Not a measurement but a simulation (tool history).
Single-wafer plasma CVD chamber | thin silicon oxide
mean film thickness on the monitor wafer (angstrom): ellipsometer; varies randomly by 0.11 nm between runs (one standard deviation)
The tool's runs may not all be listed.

run,hour,heater temperature setpoint (K),chamber pressure (mTorr),RF power (W),deposition time (s),mean film thickness on the monitor wafer (angstrom)
1,0.0,693.15,981,270,14.2,278.70
2,4.7,693.15,981,270,14.2,280.19
3,13.6,693.15,958,270,14.2,272.16
4,19.3,684.15,958,270,14.2,275.24
5,20.7,684.15,958,295,14.2,290.56
6,28.7,684.15,958,295,14.2,290.58
7,37.0,684.15,925,295,14.2,278.48
8,39.9,684.15,836,295,14.2,248.65

What will run 9 give?
9,47.5,684.15,844,295,14.2,?

mean film thickness on the monitor wafer (angstrom): 249.73

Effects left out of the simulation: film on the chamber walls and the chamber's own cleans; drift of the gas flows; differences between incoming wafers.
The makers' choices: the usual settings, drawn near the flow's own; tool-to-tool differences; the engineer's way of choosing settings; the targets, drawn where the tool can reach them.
